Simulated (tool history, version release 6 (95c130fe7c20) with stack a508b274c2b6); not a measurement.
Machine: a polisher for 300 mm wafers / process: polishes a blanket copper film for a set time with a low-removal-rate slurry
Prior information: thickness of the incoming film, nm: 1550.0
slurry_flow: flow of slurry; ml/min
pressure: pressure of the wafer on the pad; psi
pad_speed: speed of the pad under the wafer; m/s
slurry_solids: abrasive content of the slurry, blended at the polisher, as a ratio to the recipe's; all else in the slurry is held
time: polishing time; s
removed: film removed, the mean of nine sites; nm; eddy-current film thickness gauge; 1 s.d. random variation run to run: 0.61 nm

{"run": 1, "hour": 0.0, "slurry_flow": 205, "pressure": 1.9, "pad_speed": 0.92, "slurry_solids": 1, "time": 24, "removed": 31.505}
{"run": 2, "hour": 1.7, "slurry_flow": 205, "pressure": 2, "pad_speed": 0.92, "slurry_solids": 1, "time": 24, "removed": 33.509}
{"run": 3, "hour": 8.7, "slurry_flow": 225, "pressure": 2, "pad_speed": 0.92, "slurry_solids": 1, "time": 24, "removed": 33.338}
{"run": 4, "hour": 16.8, "slurry_flow": 225, "pressure": 2, "pad_speed": 0.92, "slurry_solids": 1, "time": 24, "removed": 33.321}
{"run": 5, "hour": 25.5, "slurry_flow": 225, "pressure": 1.6, "pad_speed": 0.92, "slurry_solids": 1, "time": 24, "removed": 27.065}
{"run": 6, "hour": 30.5, "slurry_flow": 225, "pressure": 1.6, "pad_speed": 0.92, "slurry_solids": 1, "time": 22, "removed": 24.794}

Run 7 comes next. What will it give?
{"run": 7, "hour": 34.4, "slurry_flow": 225, "pressure": 1.8, "pad_speed": 0.92, "slurry_solids": 1, "time": 22, "removed": "?"}

{"run 7": {"removed": 27.539}}

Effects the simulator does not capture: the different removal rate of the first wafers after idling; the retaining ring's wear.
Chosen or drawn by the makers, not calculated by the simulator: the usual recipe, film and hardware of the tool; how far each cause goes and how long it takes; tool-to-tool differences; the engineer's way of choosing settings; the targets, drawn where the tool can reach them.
